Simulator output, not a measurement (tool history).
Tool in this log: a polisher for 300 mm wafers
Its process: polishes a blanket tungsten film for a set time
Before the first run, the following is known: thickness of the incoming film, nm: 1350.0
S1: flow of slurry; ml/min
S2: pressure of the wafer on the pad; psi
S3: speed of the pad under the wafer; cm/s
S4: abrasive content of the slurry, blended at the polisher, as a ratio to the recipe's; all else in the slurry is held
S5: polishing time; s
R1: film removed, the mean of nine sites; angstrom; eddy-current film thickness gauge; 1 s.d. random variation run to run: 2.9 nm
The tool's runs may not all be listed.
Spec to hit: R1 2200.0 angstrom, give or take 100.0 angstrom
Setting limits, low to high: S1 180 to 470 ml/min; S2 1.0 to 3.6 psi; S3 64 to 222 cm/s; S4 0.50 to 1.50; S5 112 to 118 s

run 1 day=0.000 | S1=300 S2=2.3 S3=142 S4=1.00 S5=112 | R1=4860.3
run 2 day=0.308 | S1=300 S2=2.1 S3=138 S4=1.00 S5=112 | R1=4302.6
run 3 day=0.417 | S1=300 S2=1.9 S3=134 S4=1.00 S5=112 | R1=3818.3
run 4 day=0.562 | S1=300 S2=1.8 S3=130 S4=1.00 S5=112 | R1=3549.3
run 5 day=0.846 | S1=300 S2=1.8 S3=130 S4=0.85 S5=112 | R1=3478.1
run 6 day=0.875 | S1=300 S2=1.8 S3=130 S4=1.05 S5=112 | R1=3591.8
run 7 day=1.050 | S1=300 S2=1.7 S3=128 S4=1.05 S5=112 | R1=3395.7
run 8 day=1.321 | S1=300 S2=1.6 S3=126 S4=1.05 S5=112 | R1=3246.4
run 9 day=1.658 | S1=300 S2=1.5 S3=122 S4=1.05 S5=112 | R1=2873.0
run 10 day=1.738 | S1=300 S2=1.0 S3=120 S4=1.05 S5=112 | R1=1928.7

5 next moves are on the table. One of them brings every result within its allowed miss. Which?
run A day=1.817 | S1=415 S2=1.2 S3=86 S4=0.95 S5=117 | R1=?
run B day=1.817 | S1=280 S2=1.0 S3=134 S4=1.05 S5=114 | R1=?
run C day=1.817 | S1=300 S2=1.0 S3=118 S4=1.25 S5=112 | R1=?
run D day=1.817 | S1=290 S2=1.2 S3=120 S4=1.15 S5=115 | R1=?
run E day=1.817 | S1=315 S2=1.1 S3=100 S4=1.05 S5=118 | R1=?

move=A R1=1707.7
move=B R1=2128.1
move=C R1=1929.2
move=D R1=2340.7
move=E R1=1834.4
A: moves away from the targets compared with the last run
B: all results in spec
C: no nearer and no further than the last run
D: takes the biggest miss from the last run beyond its target
E: moves away from the targets compared with the last run
B is the move that brings every result within its allowed miss.
